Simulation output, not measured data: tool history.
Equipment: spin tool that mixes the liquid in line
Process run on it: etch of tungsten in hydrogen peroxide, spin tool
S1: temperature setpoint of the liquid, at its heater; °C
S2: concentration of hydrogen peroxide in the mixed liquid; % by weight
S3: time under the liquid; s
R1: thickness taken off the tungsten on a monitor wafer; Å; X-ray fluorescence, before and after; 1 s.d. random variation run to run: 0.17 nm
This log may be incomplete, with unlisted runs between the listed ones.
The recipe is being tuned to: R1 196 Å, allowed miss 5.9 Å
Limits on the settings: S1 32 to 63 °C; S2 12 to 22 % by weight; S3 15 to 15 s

run 1 hour=0 | S1=47 S2=15 S3=15 | R1=119.95
run 2 hour=7.5 | S1=47 S2=15 S3=15 | R1=119.66
run 3 hour=10.1 | S1=47 S2=15 S3=15 | R1=120.33
run 4 hour=13.5 | S1=41.5 S2=15 S3=15 | R1=85.237
run 5 hour=20 | S1=41.5 S2=16.5 S3=15 | R1=88.923
run 6 hour=25.4 | S1=41.5 S2=16.5 S3=15 | R1=88.797
run 7 hour=32.1 | S1=49.5 S2=17 S3=15 | R1=150.11
run 8 hour=37.7 | S1=50 S2=17 S3=15 | R1=152.76
run 9 hour=46.6 | S1=50.5 S2=17 S3=15 | R1=160.8
run 10 hour=47.3 | S1=51 S2=17 S3=15 | R1=165.05
run 11 hour=51.1 | S1=51.5 S2=17 S3=15 | R1=170.59

Exercise: of the 5 proposed moves below, exactly one satisfies all targets within the stated allowed misses. Which move is it?
run A hour=54.9 | S1=53.5 S2=17.5 S3=15 | R1=?
run B hour=54.9 | S1=49 S2=16 S3=15 | R1=?
run C hour=54.9 | S1=48 S2=17 S3=15 | R1=?
run D hour=54.9 | S1=49.5 S2=17 S3=15 | R1=?
run E hour=54.9 | S1=50.5 S2=15 S3=15 | R1=?

move=A R1=192.76
move=B R1=140.29
move=C R1=135.96
move=D R1=149.12
move=E R1=148.9
A: all results in spec
B: the biggest miss grows against the last run
C: the biggest miss grows against the last run
D: the biggest miss grows against the last run
E: the biggest miss grows against the last run
Go with A: it meets all targets.

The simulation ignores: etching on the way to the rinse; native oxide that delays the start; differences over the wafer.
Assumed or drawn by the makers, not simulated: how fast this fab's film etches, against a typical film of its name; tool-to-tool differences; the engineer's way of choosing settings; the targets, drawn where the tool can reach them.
